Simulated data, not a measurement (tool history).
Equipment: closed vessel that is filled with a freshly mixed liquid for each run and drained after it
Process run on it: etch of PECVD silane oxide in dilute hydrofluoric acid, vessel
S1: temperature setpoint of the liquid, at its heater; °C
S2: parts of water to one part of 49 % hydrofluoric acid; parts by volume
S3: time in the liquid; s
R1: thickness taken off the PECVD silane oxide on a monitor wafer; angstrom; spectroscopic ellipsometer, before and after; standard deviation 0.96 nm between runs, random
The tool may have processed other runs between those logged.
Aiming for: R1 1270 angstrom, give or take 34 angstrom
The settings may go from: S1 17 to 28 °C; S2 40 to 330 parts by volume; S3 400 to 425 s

| run | hour | S1 | S2 | S3 | R1 |
|---|---|---|---|---|---|
| 1 | 0 | 20 | 185 | 400 | 587.62 |
| 2 | 5.3 | 20 | 125 | 400 | 932.88 |
| 3 | 10.9 | 20 | 180 | 400 | 613.67 |
| 4 | 17.4 | 21 | 170 | 400 | 676.42 |
| 5 | 19.3 | 22 | 160 | 400 | 751.41 |
| 6 | 23.3 | 23 | 150 | 400 | 845.64 |
| 7 | 30.9 | 27 | 115 | 400 | 1339 |
| 8 | 33.6 | 26.5 | 115 | 400 | 1332.1 |

Of the 4 settings listed for the next run, only one would bring every result within its allowed miss of target. Which one?
| A | 36.3 | 27 | 120 | 420 | ? |
| B | 36.3 | 27 | 120 | 400 | ? |
| C | 36.3 | 27.5 | 115 | 400 | ? |
| D | 36.3 | 25 | 105 | 425 | ? |

| move | R1 |
|---|---|
| A | 1335.7 |
| B | 1272.1 |
| C | 1361.5 |
| D | 1460 |
A: misses by more than the last run did
B: hits every target within its allowed miss
C: misses by more than the last run did
D: misses by more than the last run did
B is the move that brings every result within its allowed miss.

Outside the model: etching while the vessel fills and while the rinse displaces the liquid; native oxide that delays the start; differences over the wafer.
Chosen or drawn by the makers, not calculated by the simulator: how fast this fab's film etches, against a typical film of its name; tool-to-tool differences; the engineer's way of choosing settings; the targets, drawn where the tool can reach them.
